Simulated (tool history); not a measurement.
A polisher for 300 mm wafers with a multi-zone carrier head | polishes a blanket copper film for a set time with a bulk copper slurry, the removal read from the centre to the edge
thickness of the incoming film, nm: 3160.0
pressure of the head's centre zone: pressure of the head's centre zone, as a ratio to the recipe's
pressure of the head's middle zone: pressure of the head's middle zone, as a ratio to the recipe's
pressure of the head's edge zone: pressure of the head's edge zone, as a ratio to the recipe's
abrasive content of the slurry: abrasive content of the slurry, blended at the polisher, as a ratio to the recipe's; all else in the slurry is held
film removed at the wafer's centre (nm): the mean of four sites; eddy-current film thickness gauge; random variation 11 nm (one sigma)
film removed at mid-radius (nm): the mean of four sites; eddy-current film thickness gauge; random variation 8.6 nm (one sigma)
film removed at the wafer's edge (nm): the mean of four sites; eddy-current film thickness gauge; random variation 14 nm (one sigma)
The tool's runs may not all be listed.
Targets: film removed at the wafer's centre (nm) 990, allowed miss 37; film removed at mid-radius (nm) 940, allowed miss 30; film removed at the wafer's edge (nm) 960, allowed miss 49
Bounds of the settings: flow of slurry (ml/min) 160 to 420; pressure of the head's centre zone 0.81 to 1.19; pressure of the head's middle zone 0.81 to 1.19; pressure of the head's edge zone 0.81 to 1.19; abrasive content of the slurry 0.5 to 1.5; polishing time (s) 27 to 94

run	hour	flow of slurry (ml/min)	pressure of the head's centre zone	pressure of the head's middle zone	pressure of the head's edge zone	abrasive content of the slurry	polishing time (s)	film removed at the wafer's centre (nm)	film removed at mid-radius (nm)	film removed at the wafer's edge (nm)
1	0	270	1	1	1	1	60	631.81	655.55	662.72
2	3.9	270	1	1.03	1	1	60	634.07	662.32	672.38
3	5.3	270	1	1.03	1.03	1	60	646.65	670.5	660.99
4	11.5	270	1.01	1.02	1.03	1.1	64	708.16	717.82	728.66
5	19.6	270	1.01	1.02	1.03	1.25	64	710.53	731.14	749.34
6	22	275	1.03	1.03	1.04	1.3	66	776.75	780.19	776.47
7	28.2	275	1.03	1.03	1.04	1.3	66	771.48	771.42	764.86
8	35.2	270	1.03	1.02	1.05	1.35	69	802.79	799.38	808.53
9	38.4	275	1.04	1.02	1.06	1.4	71	859.42	845.67	841.22
10	42.3	275	1.04	1.02	1.06	1.4	71	835.17	847	858.57
11	43.9	285	1.06	1.02	1.08	1.4	72	867.88	847.5	873.02

Which of these 4 next moves meets every target?
A	45.5	335	0.87	0.83	1.19	1.25	71	?	?	?
B	45.5	245	1.1	0.97	1.07	1.5	71	?	?	?
C	45.5	315	1.1	1.03	1.1	1.5	77	?	?	?
D	45.5	225	0.95	1.03	1.17	0.85	76	?	?	?

move	film removed at the wafer's centre (nm)	film removed at mid-radius (nm)	film removed at the wafer's edge (nm)
A	728.52	709.35	898.85
B	902.26	808.61	866.12
C	1010.6	949.31	970.49
D	745.7	805.35	853.71
A: further off than the last run
B: further off than the last run
C: meets every target
D: further off than the last run
The right move is C.
